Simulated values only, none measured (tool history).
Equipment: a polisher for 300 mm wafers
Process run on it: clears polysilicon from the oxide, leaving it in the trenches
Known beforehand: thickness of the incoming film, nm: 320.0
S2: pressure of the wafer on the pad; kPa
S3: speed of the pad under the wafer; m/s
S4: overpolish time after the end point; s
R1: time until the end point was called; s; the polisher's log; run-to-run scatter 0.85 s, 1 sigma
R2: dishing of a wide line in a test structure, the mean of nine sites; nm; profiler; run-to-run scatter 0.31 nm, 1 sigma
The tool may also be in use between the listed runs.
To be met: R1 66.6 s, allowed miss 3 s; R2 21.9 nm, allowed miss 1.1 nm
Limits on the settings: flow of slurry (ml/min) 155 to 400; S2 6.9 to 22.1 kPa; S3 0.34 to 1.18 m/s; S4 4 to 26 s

run 1 day=0 | flow_of_slurry_(ml/min)=255 S2=14.5 S3=0.76 S4=13 | R1=46.737 R2=25.819
run 2 day=0.367 | flow_of_slurry_(ml/min)=255 S2=14.5 S3=0.76 S4=17 | R1=46.901 R2=26.078
run 3 day=0.679 | flow_of_slurry_(ml/min)=255 S2=13.8 S3=0.76 S4=15 | R1=48.528 R2=25.848
run 4 day=0.975 | flow_of_slurry_(ml/min)=255 S2=13.8 S3=0.76 S4=12 | R1=48.52 R2=25.416
run 5 day=1.033 | flow_of_slurry_(ml/min)=255 S2=13.8 S3=0.66 S4=12 | R1=56.594 R2=24.356
run 6 day=1.317 | flow_of_slurry_(ml/min)=215 S2=13.8 S3=0.66 S4=12 | R1=57.492 R2=24.278
run 7 day=1.65 | flow_of_slurry_(ml/min)=210 S2=13.8 S3=0.66 S4=11 | R1=56.033 R2=23.475
run 8 day=1.829 | flow_of_slurry_(ml/min)=205 S2=13.1 S3=0.66 S4=11 | R1=60.033 R2=23.492
run 9 day=1.979 | flow_of_slurry_(ml/min)=200 S2=13.1 S3=0.66 S4=10 | R1=60.618 R2=22.296

Which single option among these 5 for the next run brings every result within its allowed miss of target? Just one does.
run A day=2.129 | flow_of_slurry_(ml/min)=265 S2=14.5 S3=0.6 S4=12 | R1=? R2=?
run B day=2.129 | flow_of_slurry_(ml/min)=245 S2=11 S3=0.62 S4=13 | R1=? R2=?
run C day=2.129 | flow_of_slurry_(ml/min)=195 S2=14.5 S3=0.54 S4=10 | R1=? R2=?
run D day=2.129 | flow_of_slurry_(ml/min)=215 S2=13.1 S3=0.72 S4=10 | R1=? R2=?
run E day=2.129 | flow_of_slurry_(ml/min)=180 S2=12.4 S3=0.76 S4=8 | R1=? R2=?

move=A R1=57.843 R2=23.909
move=B R1=73.393 R2=22.899
move=C R1=66.657 R2=21.644
move=D R1=54.82 R2=23.101
move=E R1=56.336 R2=21.191
A: moves away from the targets compared with the last run
B: pushes the last run's worst result past its target
C: meets every target
D: moves away from the targets compared with the last run
E: moves away from the targets compared with the last run
C meets every target.
